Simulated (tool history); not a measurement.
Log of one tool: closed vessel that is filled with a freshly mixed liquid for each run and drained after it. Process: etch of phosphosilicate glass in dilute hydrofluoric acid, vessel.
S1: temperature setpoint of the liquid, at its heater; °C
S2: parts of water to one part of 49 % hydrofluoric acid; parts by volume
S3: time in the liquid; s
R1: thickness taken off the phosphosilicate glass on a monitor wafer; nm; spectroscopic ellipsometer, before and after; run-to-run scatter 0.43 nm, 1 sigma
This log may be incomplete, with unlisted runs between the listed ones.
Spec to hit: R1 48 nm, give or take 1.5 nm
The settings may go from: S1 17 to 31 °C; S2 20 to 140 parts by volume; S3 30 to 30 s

{"run": 1, "day": 0.0, "S1": 23, "S2": 75, "S3": 30, "R1": 35.533}
{"run": 2, "day": 0.15, "S1": 23, "S2": 75, "S3": 30, "R1": 35.627}
{"run": 3, "day": 0.338, "S1": 23, "S2": 75, "S3": 30, "R1": 35.439}
{"run": 4, "day": 0.708, "S1": 24.5, "S2": 75, "S3": 30, "R1": 38.418}
{"run": 5, "day": 0.808, "S1": 25.5, "S2": 75, "S3": 30, "R1": 39.038}
{"run": 6, "day": 1.104, "S1": 25.5, "S2": 75, "S3": 30, "R1": 39.539}
{"run": 7, "day": 1.412, "S1": 26.5, "S2": 75, "S3": 30, "R1": 40.327}
{"run": 8, "day": 1.558, "S1": 26.5, "S2": 75, "S3": 30, "R1": 41.238}

Of the 4 settings listed for the next run, only one would bring every result within its allowed miss of target. Which one?
{"run": "A", "day": 1.704, "S1": 28, "S2": 65, "S3": 30, "R1": "?"}
{"run": "B", "day": 1.704, "S1": 26.5, "S2": 60, "S3": 30, "R1": "?"}
{"run": "C", "day": 1.704, "S1": 26, "S2": 70, "S3": 30, "R1": "?"}
{"run": "D", "day": 1.704, "S1": 22, "S2": 55, "S3": 30, "R1": "?"}

move=A R1=50.618
move=B R1=52.033
move=C R1=43.124
move=D R1=47.55
A: carries the result that was furthest off beyond its target, to the other side
B: carries the result that was furthest off beyond its target, to the other side
C: better than the last run, though not everything is in spec
D: every result within its allowed miss
D meets every target.

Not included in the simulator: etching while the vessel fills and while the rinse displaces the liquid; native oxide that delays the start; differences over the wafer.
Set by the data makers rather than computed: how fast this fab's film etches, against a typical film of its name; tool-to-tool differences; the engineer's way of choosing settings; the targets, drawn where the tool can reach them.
